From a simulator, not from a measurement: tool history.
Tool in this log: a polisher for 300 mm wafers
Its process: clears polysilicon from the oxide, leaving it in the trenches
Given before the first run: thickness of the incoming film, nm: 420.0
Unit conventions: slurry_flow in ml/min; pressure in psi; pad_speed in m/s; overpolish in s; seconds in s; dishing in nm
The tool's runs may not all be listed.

run	hour	slurry_flow	pressure	pad_speed	overpolish	seconds	dishing
1	0	280	2.6	1.16	16	23.459	61.21
2	3.9	280	2.6	1.16	13	24.167	61.656
3	5	280	2.3	1.08	14	28.403	64.07
4	7.3	280	2.9	1.08	14	22.211	61.831
5	16.1	330	2.9	1.08	14	22.566	63.319
6	19.6	290	2.9	1.08	14	22.449	62.831
7	27.8	260	2.5	1.04	12	27.234	60.707
8	33.9	240	2.3	0.94	10	33.073	54.488

Estimate the outcome of run 9 from the log above:
9	35.1	225	2.2	0.88	9	?	?

seconds: 37.122 s
dishing: 50.544 nm

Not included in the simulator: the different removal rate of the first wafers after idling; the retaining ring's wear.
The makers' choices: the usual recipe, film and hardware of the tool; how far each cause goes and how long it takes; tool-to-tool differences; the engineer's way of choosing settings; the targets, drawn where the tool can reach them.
